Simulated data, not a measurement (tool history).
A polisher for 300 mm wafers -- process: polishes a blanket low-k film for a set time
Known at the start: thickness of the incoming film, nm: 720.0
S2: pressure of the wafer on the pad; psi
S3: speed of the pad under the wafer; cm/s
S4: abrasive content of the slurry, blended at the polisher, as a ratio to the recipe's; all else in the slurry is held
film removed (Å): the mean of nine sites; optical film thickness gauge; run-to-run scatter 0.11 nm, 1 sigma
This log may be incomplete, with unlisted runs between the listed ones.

run 1 day=0 | flow_of_slurry_(ml/min)=120 S2=1.8 S3=88 S4=1 polishing_time_(s)=25 | film_removed_(Å)=90.118
run 2 day=0.183 | flow_of_slurry_(ml/min)=120 S2=1.8 S3=72 S4=1 polishing_time_(s)=25 | film_removed_(Å)=75.517
run 3 day=0.288 | flow_of_slurry_(ml/min)=120 S2=1.8 S3=72 S4=1.2 polishing_time_(s)=25 | film_removed_(Å)=79.677
run 4 day=0.658 | flow_of_slurry_(ml/min)=130 S2=2.1 S3=72 S4=1.2 polishing_time_(s)=25 | film_removed_(Å)=92.123
run 5 day=0.908 | flow_of_slurry_(ml/min)=130 S2=2.3 S3=74 S4=1.2 polishing_time_(s)=25 | film_removed_(Å)=100.85
run 6 day=1.058 | flow_of_slurry_(ml/min)=120 S2=2.3 S3=74 S4=1.2 polishing_time_(s)=25 | film_removed_(Å)=100.95

The next listed run, before its measurement:
run 7 day=1.358 | flow_of_slurry_(ml/min)=120 S2=2.5 S3=76 S4=1.2 polishing_time_(s)=25 | film_removed_(Å)=?

Logged for run 7: film removed (Å) 110.33.

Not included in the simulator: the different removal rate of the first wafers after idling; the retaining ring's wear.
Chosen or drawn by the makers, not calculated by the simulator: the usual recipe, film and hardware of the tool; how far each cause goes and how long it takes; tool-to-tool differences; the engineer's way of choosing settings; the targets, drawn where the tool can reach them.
